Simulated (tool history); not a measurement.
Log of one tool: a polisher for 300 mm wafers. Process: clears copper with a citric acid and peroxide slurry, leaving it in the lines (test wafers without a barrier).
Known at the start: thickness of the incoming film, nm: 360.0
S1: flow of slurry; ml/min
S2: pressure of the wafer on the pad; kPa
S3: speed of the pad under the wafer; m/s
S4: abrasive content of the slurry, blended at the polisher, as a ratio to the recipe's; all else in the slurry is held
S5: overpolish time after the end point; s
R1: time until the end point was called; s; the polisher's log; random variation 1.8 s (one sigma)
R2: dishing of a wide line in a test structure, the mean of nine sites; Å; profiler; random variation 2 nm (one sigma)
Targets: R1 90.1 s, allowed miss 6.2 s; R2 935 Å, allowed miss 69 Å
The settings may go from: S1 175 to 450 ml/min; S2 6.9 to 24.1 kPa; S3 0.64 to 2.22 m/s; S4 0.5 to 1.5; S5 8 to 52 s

{"run": 1, "day": 0.0, "S1": 290, "S2": 15.2, "S3": 1.42, "S4": 1, "S5": 26, "R1": 146.02, "R2": 489.16}
{"run": 2, "day": 0.138, "S1": 290, "S2": 17.2, "S3": 1.44, "S4": 1, "S5": 28, "R1": 129.26, "R2": 570.38}
{"run": 3, "day": 0.225, "S1": 290, "S2": 18.6, "S3": 1.46, "S4": 1, "S5": 30, "R1": 119.09, "R2": 644.11}
{"run": 4, "day": 0.371, "S1": 290, "S2": 15.9, "S3": 1.46, "S4": 1, "S5": 30, "R1": 136.03, "R2": 574.06}
{"run": 5, "day": 0.662, "S1": 290, "S2": 17.9, "S3": 1.48, "S4": 1, "S5": 31, "R1": 118.56, "R2": 650.69}
{"run": 6, "day": 0.904, "S1": 290, "S2": 19.3, "S3": 1.5, "S4": 1, "S5": 33, "R1": 106.49, "R2": 726.69}
{"run": 7, "day": 0.988, "S1": 290, "S2": 20, "S3": 1.5, "S4": 1, "S5": 35, "R1": 107.16, "R2": 784.91}
{"run": 8, "day": 1.267, "S1": 290, "S2": 20.7, "S3": 1.52, "S4": 1, "S5": 36, "R1": 100.71, "R2": 860.79}
{"run": 9, "day": 1.379, "S1": 290, "S2": 21.4, "S3": 1.52, "S4": 1, "S5": 36, "R1": 97.291, "R2": 859.75}
{"run": 10, "day": 1.5, "S1": 290, "S2": 22.1, "S3": 1.52, "S4": 1, "S5": 36, "R1": 95.472, "R2": 839.59}
{"run": 11, "day": 1.592, "S1": 290, "S2": 22.1, "S3": 1.52, "S4": 1, "S5": 36, "R1": 95.84, "R2": 871.21}

4 next moves are on the table. One of them brings every result within its allowed miss. Which?
{"run": "A", "day": 1.683, "S1": 250, "S2": 23.4, "S3": 1.58, "S4": 1.05, "S5": 39, "R1": "?", "R2": "?"}
{"run": "B", "day": 1.683, "S1": 265, "S2": 24.1, "S3": 1.72, "S4": 1, "S5": 27, "R1": "?", "R2": "?"}
{"run": "C", "day": 1.683, "S1": 330, "S2": 22.8, "S3": 1.26, "S4": 1.15, "S5": 31, "R1": "?", "R2": "?"}
{"run": "D", "day": 1.683, "S1": 405, "S2": 18.6, "S3": 1.34, "S4": 1.1, "S5": 49, "R1": "?", "R2": "?"}

move=A R1=86.945 R2=955.04
move=B R1=79.9 R2=794.5
move=C R1=99.97 R2=744.42
move=D R1=116.16 R2=895.43
A: meets every target
B: takes the result that was furthest off past its target
C: further off than the last run
D: further off than the last run
Move A is the one to make.

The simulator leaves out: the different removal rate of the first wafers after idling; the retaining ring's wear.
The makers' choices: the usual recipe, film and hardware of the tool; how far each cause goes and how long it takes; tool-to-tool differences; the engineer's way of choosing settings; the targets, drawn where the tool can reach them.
